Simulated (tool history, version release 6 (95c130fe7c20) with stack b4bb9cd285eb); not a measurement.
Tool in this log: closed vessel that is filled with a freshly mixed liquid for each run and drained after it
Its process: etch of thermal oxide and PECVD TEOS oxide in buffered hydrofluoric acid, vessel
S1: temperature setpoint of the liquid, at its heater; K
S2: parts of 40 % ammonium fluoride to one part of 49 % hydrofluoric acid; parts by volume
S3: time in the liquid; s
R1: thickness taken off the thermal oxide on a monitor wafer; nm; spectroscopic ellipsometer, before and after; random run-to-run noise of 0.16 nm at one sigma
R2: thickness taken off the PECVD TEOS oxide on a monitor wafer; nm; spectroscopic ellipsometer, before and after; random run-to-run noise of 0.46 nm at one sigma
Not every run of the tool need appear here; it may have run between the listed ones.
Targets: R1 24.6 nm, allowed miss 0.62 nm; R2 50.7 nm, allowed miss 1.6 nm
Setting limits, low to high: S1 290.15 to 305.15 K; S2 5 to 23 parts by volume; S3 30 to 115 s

run 1 hour=0 | S1=297.15 S2=14 S3=60 | R1=50.837 R2=104.91
run 2 hour=5 | S1=295.15 S2=15.5 S3=60 | R1=41.891 R2=83.956
run 3 hour=12 | S1=294.15 S2=17 S3=60 | R1=35.865 R2=72.313
run 4 hour=20.9 | S1=294.15 S2=20.5 S3=60 | R1=29.968 R2=60.93
run 5 hour=22.1 | S1=294.15 S2=22.5 S3=60 | R1=27.848 R2=57.579
run 6 hour=24.9 | S1=293.65 S2=22.5 S3=60 | R1=27.352 R2=55.438
run 7 hour=26.7 | S1=293.15 S2=22.5 S3=60 | R1=26.102 R2=53.845
run 8 hour=31.2 | S1=292.65 S2=22.5 S3=60 | R1=25.407 R2=53.414

Next run, 4 choices. One meets every target within its allowed miss, the rest don't. Which?
run A hour=35.7 | S1=293.15 S2=22.5 S3=60 | R1=? R2=?
run B hour=35.7 | S1=291.15 S2=21.5 S3=65 | R1=? R2=?
run C hour=35.7 | S1=292.15 S2=23 S3=60 | R1=? R2=?
run D hour=35.7 | S1=290.15 S2=22.5 S3=70 | R1=? R2=?

move=A R1=26.403 R2=54.856
move=B R1=26.359 R2=54.764
move=C R1=24.58 R2=51.067
move=D R1=25.981 R2=53.979
A: its largest miss is bigger than the last run's
B: its largest miss is bigger than the last run's
C: all results in spec
D: its largest miss is bigger than the last run's
Move C is the one to make.

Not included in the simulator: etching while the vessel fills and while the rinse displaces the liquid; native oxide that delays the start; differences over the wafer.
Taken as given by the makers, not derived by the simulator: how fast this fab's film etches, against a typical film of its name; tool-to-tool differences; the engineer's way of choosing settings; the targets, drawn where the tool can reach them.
